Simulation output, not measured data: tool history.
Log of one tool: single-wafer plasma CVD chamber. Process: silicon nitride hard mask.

| run | hour | heater temperature setpoint (deg C) | chamber pressure (Pa) | RF power (W) | deposition time (s) | mean film thickness on the monitor wafer (angstrom) |
|---|---|---|---|---|---|---|
| 1 | 0 | 420 | 167 | 305 | 21.6 | 241.33 |
| 2 | 2.9 | 420 | 157 | 300 | 21.6 | 234.01 |
| 3 | 5.3 | 420 | 171 | 300 | 21.6 | 240.06 |
| 4 | 10.8 | 420 | 171 | 300 | 20.5 | 228.16 |
| 5 | 13.2 | 420 | 197 | 300 | 20.5 | 239.85 |
| 6 | 16 | 420 | 197 | 335 | 20.5 | 263.52 |

Run 7, settings as shown, results not yet in. Your forecast:
| 7 | 20 | 420 | 184 | 325 | 20.5 | ? |

{"run 7": {"mean film thickness on the monitor wafer (angstrom)": 248.66}}
